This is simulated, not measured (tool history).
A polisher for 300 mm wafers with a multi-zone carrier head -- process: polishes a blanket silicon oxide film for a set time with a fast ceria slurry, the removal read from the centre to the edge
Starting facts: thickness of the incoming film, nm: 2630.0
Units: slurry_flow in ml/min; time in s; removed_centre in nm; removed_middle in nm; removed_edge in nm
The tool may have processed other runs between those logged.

run,hour,slurry_flow,centre_zone,middle_zone,edge_zone,time,removed_centre,removed_middle,removed_edge
1,0,300,1,1,1,34,665.57,662.4,639.83
2,7.3,300,1,1.01,1.01,35,685.19,681.84,665.83
3,10.8,300,1,1.02,1.02,36,709.51,697.04,688.03
4,14.3,300,1,1.03,1.02,37,735.47,735.07,702.21
5,18.3,300,1,0.95,1.02,37,722.18,681.95,721.74
6,23.4,365,1,0.95,1.02,37,739.23,692.33,711.93

Expected results for the next run?
7,28.8,365,1,0.96,1.02,38,?,?,?

Run 7 came out at removed_centre 764.41 nm, removed_middle 713.28 nm, removed_edge 723.24 nm.
